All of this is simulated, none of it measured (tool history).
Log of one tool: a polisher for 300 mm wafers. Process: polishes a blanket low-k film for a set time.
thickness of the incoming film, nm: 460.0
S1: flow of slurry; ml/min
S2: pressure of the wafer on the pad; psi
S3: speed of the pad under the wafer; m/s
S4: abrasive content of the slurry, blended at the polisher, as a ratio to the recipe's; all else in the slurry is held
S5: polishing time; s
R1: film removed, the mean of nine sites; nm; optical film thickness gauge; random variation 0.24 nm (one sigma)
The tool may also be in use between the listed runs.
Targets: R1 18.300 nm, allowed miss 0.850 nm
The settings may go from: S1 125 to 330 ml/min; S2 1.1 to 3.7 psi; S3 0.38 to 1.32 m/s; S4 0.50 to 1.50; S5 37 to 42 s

run	hour	S1	S2	S3	S4	S5	R1
1	0.0	210	2.4	0.84	1.00	42	22.094
2	6.5	210	2.9	0.84	1.00	42	27.001
3	11.0	210	2.7	0.84	1.00	42	25.240
4	17.2	210	2.7	0.84	1.10	42	26.168
5	24.0	210	2.5	0.84	1.10	42	25.117
6	29.0	210	2.3	0.84	1.10	42	22.865
7	30.4	210	2.2	0.84	1.10	42	21.685
8	33.5	210	2.1	0.84	1.10	42	21.159
9	37.9	210	2.0	0.84	1.10	42	19.796

Which of these 4 next moves meets every target?
A	42.3	180	2.1	0.82	1.15	38	?
B	42.3	175	2.2	0.74	1.00	38	?
C	42.3	225	2.1	0.96	1.00	39	?
D	42.3	180	2.3	0.74	1.30	39	?

move	R1
A	18.336
B	16.366
C	20.453
D	20.032
A: meets every target
B: takes the result that was furthest off past its target
C: further off than the last run
D: further off than the last run
Answer: A
